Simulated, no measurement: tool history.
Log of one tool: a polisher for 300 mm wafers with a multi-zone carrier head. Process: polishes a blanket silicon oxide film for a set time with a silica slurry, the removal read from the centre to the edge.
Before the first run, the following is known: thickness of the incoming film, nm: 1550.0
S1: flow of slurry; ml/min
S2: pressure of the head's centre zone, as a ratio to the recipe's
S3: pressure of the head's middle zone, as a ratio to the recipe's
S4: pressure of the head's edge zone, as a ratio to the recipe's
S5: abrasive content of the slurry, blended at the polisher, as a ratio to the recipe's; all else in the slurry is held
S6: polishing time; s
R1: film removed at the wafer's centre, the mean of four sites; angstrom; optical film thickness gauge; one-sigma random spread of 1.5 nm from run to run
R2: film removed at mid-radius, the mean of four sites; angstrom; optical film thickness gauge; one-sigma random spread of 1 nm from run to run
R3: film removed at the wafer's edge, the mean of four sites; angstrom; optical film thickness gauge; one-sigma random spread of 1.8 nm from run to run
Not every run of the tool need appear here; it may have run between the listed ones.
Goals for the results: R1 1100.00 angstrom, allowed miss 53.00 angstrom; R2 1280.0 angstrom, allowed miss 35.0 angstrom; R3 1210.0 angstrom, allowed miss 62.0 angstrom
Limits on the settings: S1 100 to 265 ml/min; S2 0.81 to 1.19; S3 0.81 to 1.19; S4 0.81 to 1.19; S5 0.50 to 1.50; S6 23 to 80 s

run	hour	S1	S2	S3	S4	S5	S6	R1	R2	R3
1	0.0	170	1.00	1.00	1.00	1.00	51	1483.40	1503.6	1530.5
2	2.1	170	1.06	1.00	1.00	1.00	51	1573.50	1495.4	1539.5
3	2.6	185	1.06	1.00	1.00	1.00	51	1611.80	1510.4	1530.2
4	10.9	185	1.03	1.00	0.98	0.95	51	1520.50	1491.4	1517.7
5	16.8	180	1.02	1.01	0.96	0.90	51	1426.00	1455.9	1423.1
6	21.3	145	1.02	1.01	0.96	0.90	51	1370.80	1379.2	1385.2
# hour 30.3: slurry nozzle cleaned
7	30.3	140	1.00	1.01	0.94	0.90	51	1440.90	1458.3	1417.2
8	32.1	140	0.99	1.02	0.95	0.85	51	1354.10	1393.6	1410.2
9	39.2	145	0.97	1.02	0.93	0.80	51	1310.80	1354.6	1309.9
10	44.2	115	0.87	1.02	0.93	0.75	51	1066.10	1250.0	1227.6

Consider the 4 candidate settings below. Which is the only one whose results all fall within their allowed miss of target?
A	49.2	115	0.81	1.03	0.90	0.85	48	?	?	?
B	49.2	110	0.96	1.11	0.97	1.05	41	?	?	?
C	49.2	135	0.83	1.03	0.95	0.80	46	?	?	?
D	49.2	115	0.83	1.00	0.94	0.90	50	?	?	?

move	R1	R2	R3
A	975.17	1278.2	1266.6
B	1078.20	1278.3	1229.6
C	970.33	1235.1	1232.3
D	1072.80	1341.5	1384.0
A: gets the furthest-off result to its target, but another result is out of tolerance
B: all results in spec
C: the biggest miss grows against the last run
D: takes the result that was furthest off past its target
B meets every target.
